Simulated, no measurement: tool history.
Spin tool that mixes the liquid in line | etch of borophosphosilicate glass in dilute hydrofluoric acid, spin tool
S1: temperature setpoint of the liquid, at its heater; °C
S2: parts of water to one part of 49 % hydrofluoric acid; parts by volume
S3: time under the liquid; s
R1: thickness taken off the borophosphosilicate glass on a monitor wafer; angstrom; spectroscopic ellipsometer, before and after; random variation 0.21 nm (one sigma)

run  hour    S1   S2  S3       R1
  1   0.0  23.0  265  75  107.070
  2   3.4  21.0  265  75  101.210
  3  10.1  22.5  265  75  106.740
  4  16.0  24.0  245  75  123.910
  5  18.4  24.0  245  50   82.331
  6  24.7  24.0  245  75  124.090

Run 7 comes next. What will it give?
  7  30.8  28.0  150  75   ?

{"run 7": {"R1": 263.94}}
